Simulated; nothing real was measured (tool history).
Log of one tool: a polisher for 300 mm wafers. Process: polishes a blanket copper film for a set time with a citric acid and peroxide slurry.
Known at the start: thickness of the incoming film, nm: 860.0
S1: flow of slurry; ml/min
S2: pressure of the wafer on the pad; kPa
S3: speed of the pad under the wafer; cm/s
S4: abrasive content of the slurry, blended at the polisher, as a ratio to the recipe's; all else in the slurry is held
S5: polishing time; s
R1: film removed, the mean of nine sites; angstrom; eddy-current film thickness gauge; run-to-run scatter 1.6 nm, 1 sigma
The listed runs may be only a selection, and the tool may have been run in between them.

Run 1, hour 0: S1 180 ml/min, S2 26.9 kPa, S3 112 cm/s, S4 1, S5 111 s. Result: R1 3015.2 angstrom.
Run 2, hour 8.4: S1 180 ml/min, S2 26.9 kPa, S3 112 cm/s, S4 1, S5 116 s. Result: R1 3015.5 angstrom.
Run 3, hour 12.5: S1 160 ml/min, S2 26.9 kPa, S3 112 cm/s, S4 1, S5 116 s. Result: R1 3046.9 angstrom.
Run 4, hour 16: S1 160 ml/min, S2 26.9 kPa, S3 112 cm/s, S4 1, S5 111 s. Result: R1 2954.8 angstrom.
Run 5, hour 24.1: S1 115 ml/min, S2 26.9 kPa, S3 112 cm/s, S4 1, S5 111 s. Result: R1 2860.2 angstrom.
Run 6, hour 31.3: S1 115 ml/min, S2 26.9 kPa, S3 100 cm/s, S4 1, S5 111 s. Result: R1 2500.6 angstrom.

Run 7, settings as shown, results not yet in. Your forecast:
Run 7, hour 34: S1 115 ml/min, S2 19.3 kPa, S3 90 cm/s, S4 1, S5 111 s. Result: R1 ?.

R1: 1679.4 angstrom

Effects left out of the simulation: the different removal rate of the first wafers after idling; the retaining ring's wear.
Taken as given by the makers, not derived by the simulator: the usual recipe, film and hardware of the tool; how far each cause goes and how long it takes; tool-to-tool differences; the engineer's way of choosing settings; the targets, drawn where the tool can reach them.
